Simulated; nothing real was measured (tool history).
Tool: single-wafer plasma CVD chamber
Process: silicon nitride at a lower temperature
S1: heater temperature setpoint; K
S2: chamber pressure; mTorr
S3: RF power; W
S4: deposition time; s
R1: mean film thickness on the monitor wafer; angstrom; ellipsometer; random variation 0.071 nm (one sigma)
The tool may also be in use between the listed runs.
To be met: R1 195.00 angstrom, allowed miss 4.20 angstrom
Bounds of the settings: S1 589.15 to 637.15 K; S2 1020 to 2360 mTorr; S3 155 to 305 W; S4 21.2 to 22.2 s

run  hour      S1    S2   S3    S4      R1
  1   0.0  613.15  1690  230  22.2  218.15
  2   2.9  613.15  1690  230  22.2  219.33
  3  11.4  613.15  1690  230  21.2  209.05
  4  15.1  613.15  1600  230  21.2  206.72
  5  23.4  613.15  1600  230  22.2  216.52
  6  26.8  613.15  1510  225  22.2  209.24
  7  34.7  613.15  1420  220  22.2  202.55
  8  38.6  613.15  1370  220  22.2  200.51

5 next moves are on the table. One of them brings every result within its allowed miss. Which?
  A  42.5  608.15  1410  235  21.5   ?
  B  42.5  607.15  1470  220  22.2   ?
  C  42.5  619.15  1370  220  21.5   ?
  D  42.5  615.15  1510  220  22.1   ?
  E  42.5  623.15  1400  240  21.7   ?

move      R1
   A  207.64
   B  205.19
   C  194.46
   D  205.13
   E  211.70
A: further off than the last run
B: further off than the last run
C: meets every target
D: further off than the last run
E: further off than the last run
Move C is the one to make.
